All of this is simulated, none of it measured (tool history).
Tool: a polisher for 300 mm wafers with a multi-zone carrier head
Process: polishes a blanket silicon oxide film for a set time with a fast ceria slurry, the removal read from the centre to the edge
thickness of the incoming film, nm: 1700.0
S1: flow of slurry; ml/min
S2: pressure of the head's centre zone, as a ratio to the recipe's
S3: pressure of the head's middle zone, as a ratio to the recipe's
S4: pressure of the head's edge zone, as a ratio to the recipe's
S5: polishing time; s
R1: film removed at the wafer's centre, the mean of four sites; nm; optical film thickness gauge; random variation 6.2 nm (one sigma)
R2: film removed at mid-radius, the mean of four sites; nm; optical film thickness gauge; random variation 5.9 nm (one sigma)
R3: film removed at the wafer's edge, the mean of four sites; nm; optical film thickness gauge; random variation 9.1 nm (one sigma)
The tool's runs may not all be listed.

run    day   S1    S2    S3    S4  S5      R1      R2      R3
  1  0.000  195  1.00  1.00  1.00  30  455.31  462.51  470.96
  2  0.367  155  1.00  1.00  1.00  30  446.45  445.06  469.16
  3  0.454  155  1.08  1.00  1.00  30  478.73  446.27  456.94
  4  0.567  155  1.04  1.02  1.04  33  501.13  494.63  514.76
  5  0.942  160  1.01  1.03  1.07  36  537.02  547.94  569.16
  6  1.033  165  0.98  1.03  1.10  38  555.04  578.34  616.21
  7  1.400  175  0.96  1.04  1.12  39  562.83  610.49  657.64

Forecast run 8:
  8  1.671  195  0.96  1.05  1.14  39   ?   ?   ?

Run 8 gave R1 576.60 nm, R2 622.16 nm, R3 647.98 nm.
